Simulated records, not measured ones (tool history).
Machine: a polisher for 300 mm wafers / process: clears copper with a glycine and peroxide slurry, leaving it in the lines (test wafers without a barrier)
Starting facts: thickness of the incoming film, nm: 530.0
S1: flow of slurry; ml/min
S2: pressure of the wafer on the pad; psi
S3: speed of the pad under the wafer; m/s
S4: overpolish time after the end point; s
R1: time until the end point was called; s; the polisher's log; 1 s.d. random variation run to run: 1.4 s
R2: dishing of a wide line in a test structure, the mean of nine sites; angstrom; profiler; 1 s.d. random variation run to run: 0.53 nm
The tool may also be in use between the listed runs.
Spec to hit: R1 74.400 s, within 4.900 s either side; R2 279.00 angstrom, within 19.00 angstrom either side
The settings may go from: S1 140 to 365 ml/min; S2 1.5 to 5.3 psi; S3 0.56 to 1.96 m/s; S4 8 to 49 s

| run | hour | S1 | S2 | S3 | S4 | R1 | R2 |
|---|---|---|---|---|---|---|---|
| 1 | 0.0 | 235 | 3.4 | 1.26 | 25 | 64.360 | 426.04 |
| 2 | 6.3 | 235 | 2.6 | 1.26 | 25 | 81.577 | 421.96 |
| 3 | 10.9 | 235 | 2.6 | 1.00 | 25 | 95.551 | 416.51 |
| 4 | 14.8 | 235 | 1.7 | 1.00 | 25 | 137.060 | 364.89 |
| 5 | 21.7 | 240 | 1.7 | 1.12 | 23 | 128.130 | 391.83 |
| 6 | 26.8 | 230 | 1.9 | 1.06 | 26 | 121.320 | 396.02 |
| 7 | 32.6 | 165 | 2.5 | 1.42 | 14 | 75.609 | 355.91 |
| 8 | 36.7 | 160 | 2.4 | 1.48 | 13 | 79.617 | 353.45 |
| 9 | 39.0 | 160 | 2.3 | 1.54 | 12 | 77.412 | 323.73 |
| 10 | 43.8 | 160 | 2.3 | 1.56 | 12 | 80.188 | 334.85 |
| 11 | 45.1 | 160 | 2.3 | 1.60 | 12 | 78.603 | 327.69 |
| 12 | 52.6 | 160 | 2.3 | 1.64 | 12 | 78.230 | 338.55 |
| 13 | 60.0 | 160 | 2.3 | 1.68 | 12 | 74.787 | 349.58 |
| 14 | 64.5 | 160 | 2.4 | 1.56 | 12 | 76.356 | 337.23 |
| 15 | 65.1 | 160 | 2.3 | 1.60 | 12 | 76.412 | 336.46 |
| 16 | 70.9 | 160 | 2.2 | 1.64 | 12 | 80.819 | 337.36 |
| 17 | 78.5 | 160 | 2.2 | 1.68 | 12 | 74.517 | 338.51 |
| 18 | 84.3 | 160 | 2.1 | 1.72 | 12 | 77.030 | 327.03 |
| 19 | 89.2 | 205 | 1.5 | 1.96 | 8 | 89.845 | 245.72 |
| 20 | 91.4 | 205 | 1.6 | 1.96 | 8 | 85.430 | 249.96 |

Of the 5 settings listed for the next run, only one would bring every result within its allowed miss of target. Which one?
| A | 93.6 | 240 | 1.5 | 1.90 | 8 | ? | ? |
| B | 93.6 | 195 | 1.5 | 1.92 | 8 | ? | ? |
| C | 93.6 | 170 | 1.5 | 1.68 | 12 | ? | ? |
| D | 93.6 | 180 | 1.5 | 1.82 | 11 | ? | ? |
| E | 93.6 | 285 | 1.8 | 1.94 | 8 | ? | ? |

| move | R1 | R2 |
|---|---|---|
| A | 91.138 | 247.77 |
| B | 92.491 | 245.36 |
| C | 105.040 | 291.05 |
| D | 97.650 | 287.18 |
| E | 75.551 | 276.31 |
A: lands further from the targets than the last run did
B: lands further from the targets than the last run did
C: lands further from the targets than the last run did
D: lands further from the targets than the last run did
E: every result within its allowed miss
The right move is E.
